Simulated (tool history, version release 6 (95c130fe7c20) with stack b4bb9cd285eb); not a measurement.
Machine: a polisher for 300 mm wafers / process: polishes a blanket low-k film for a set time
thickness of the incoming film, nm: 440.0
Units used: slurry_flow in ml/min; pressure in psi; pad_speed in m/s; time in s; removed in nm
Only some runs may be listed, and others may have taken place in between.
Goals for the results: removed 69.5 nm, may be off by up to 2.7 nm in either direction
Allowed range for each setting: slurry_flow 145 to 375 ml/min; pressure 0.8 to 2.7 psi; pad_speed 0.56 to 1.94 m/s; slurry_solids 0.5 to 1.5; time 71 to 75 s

run,hour,slurry_flow,pressure,pad_speed,slurry_solids,time,removed
1,0,240,1.7,1.24,1,71,37.395
2,1.8,240,1.7,1.5,1,71,43.459
3,3.7,240,1.8,1.5,1,71,45.279
4,7.5,240,1.9,1.5,1,71,48.393
5,11.4,285,1.9,1.5,1,71,48.336
6,13.1,285,1.9,1.5,1,75,52.274
7,19.9,285,2,1.5,1,75,54.181
8,28.1,285,2.1,1.5,1,75,56.466

Which of these 4 next moves meets every target?
A,36.3,240,2.2,1.88,1.15,75,?
B,36.3,295,2.5,1.58,1.15,75,?
C,36.3,295,2.2,1.86,0.9,75,?
D,36.3,270,1.7,1.54,0.95,71,?

move,removed
A,75.408
B,75.905
C,69.235
D,44.458
A: takes the biggest miss from the last run beyond its target
B: takes the biggest miss from the last run beyond its target
C: hits every target within its allowed miss
D: the biggest miss grows against the last run
So the answer is move C, the one that meets all the targets.
